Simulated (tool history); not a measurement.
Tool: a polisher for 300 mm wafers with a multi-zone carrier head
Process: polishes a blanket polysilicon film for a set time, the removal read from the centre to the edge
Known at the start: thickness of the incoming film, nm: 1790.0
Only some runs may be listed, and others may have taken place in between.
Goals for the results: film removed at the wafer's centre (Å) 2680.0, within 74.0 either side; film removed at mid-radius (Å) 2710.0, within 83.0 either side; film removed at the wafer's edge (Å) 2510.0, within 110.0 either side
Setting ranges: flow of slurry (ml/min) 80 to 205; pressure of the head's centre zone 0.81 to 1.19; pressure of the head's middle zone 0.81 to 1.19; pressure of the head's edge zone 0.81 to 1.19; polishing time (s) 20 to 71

run	hour	flow of slurry (ml/min)	pressure of the head's centre zone	pressure of the head's middle zone	pressure of the head's edge zone	polishing time (s)	film removed at the wafer's centre (Å)	film removed at mid-radius (Å)	film removed at the wafer's edge (Å)
1	0.0	135	1.00	1.00	1.00	45	3092.7	3069.5	3012.4
2	8.7	135	1.00	1.00	1.08	45	3079.5	3066.9	3106.2
3	9.9	155	1.00	1.00	1.08	45	3196.0	3199.3	3187.7
4	11.6	145	1.00	1.00	1.03	44	3065.3	3051.4	3106.8
5	16.7	130	1.01	1.02	1.02	43	2969.9	2968.9	2937.7
6	18.5	120	1.01	1.03	0.97	42	2830.7	2846.2	2753.0
7	24.9	120	1.01	1.03	0.97	42	2825.9	2866.8	2762.3
8	27.5	115	1.01	1.03	0.95	42	2815.3	2870.6	2767.9
9	35.3	115	1.01	1.03	0.95	42	2818.0	2822.8	2695.5
10	40.9	110	1.01	1.03	0.93	42	2743.8	2795.2	2642.4
11	47.0	105	1.01	1.03	0.92	42	2750.5	2814.3	2699.1

Below are 4 possible settings for the next run. Only one of them brings all results inside the allowed miss of their targets. Which is it?
A	53.1	135	0.97	1.15	0.96	37	?	?	?
B	53.1	135	1.00	1.04	0.90	39	?	?	?
C	53.1	90	0.97	1.07	0.90	41	?	?	?
D	53.1	125	0.95	1.06	0.93	38	?	?	?

move	film removed at the wafer's centre (Å)	film removed at mid-radius (Å)	film removed at the wafer's edge (Å)
A	2475.0	2833.7	2478.0
B	2659.9	2758.5	2547.9
C	2508.3	2745.2	2538.6
D	2467.9	2692.3	2491.2
A: corrects the largest miss of the last run, while another result sits out of spec
B: every result lands within tolerance
C: corrects the largest miss of the last run, while another result sits out of spec
D: corrects the largest miss of the last run, while another result sits out of spec
B is the move that brings every result within its allowed miss.
